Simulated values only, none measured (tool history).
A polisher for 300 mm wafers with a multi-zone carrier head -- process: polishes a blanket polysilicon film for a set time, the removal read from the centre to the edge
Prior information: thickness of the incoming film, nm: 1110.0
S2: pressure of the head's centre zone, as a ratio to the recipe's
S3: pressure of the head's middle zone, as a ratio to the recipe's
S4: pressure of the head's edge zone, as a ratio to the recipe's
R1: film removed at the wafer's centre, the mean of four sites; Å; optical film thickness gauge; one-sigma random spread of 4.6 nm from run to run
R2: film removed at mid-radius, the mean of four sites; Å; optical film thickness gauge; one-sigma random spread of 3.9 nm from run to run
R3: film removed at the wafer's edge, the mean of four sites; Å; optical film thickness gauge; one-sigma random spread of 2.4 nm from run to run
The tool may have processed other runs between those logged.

run 1 hour=0 | flow_of_slurry_(ml/min)=180 S2=1 S3=1 S4=1 polishing_time_(s)=78 | R1=3296 R2=3306.2 R3=3419.1
run 2 hour=6.9 | flow_of_slurry_(ml/min)=180 S2=0.94 S3=1 S4=1 polishing_time_(s)=78 | R1=3098.7 R2=3343.1 R3=3409.9
run 3 hour=14 | flow_of_slurry_(ml/min)=210 S2=0.94 S3=1 S4=1 polishing_time_(s)=78 | R1=3269.3 R2=3418.8 R3=3478
run 4 hour=15.5 | flow_of_slurry_(ml/min)=210 S2=0.88 S3=1 S4=1 polishing_time_(s)=78 | R1=3013.9 R2=3557 R3=3460.8
run 5 hour=23.3 | flow_of_slurry_(ml/min)=215 S2=0.89 S3=0.98 S4=1.03 polishing_time_(s)=78 | R1=3046.2 R2=3397.9 R3=3551.1
run 6 hour=26.6 | flow_of_slurry_(ml/min)=215 S2=0.89 S3=0.94 S4=1.03 polishing_time_(s)=78 | R1=3046.6 R2=3355.2 R3=3502.8

Forecast run 7:
run 7 hour=34.4 | flow_of_slurry_(ml/min)=225 S2=0.9 S3=0.94 S4=1.05 polishing_time_(s)=78 | R1=? R2=? R3=?

R1: 3083.1 Å
R2: 3341.4 Å
R3: 3588.8 Å
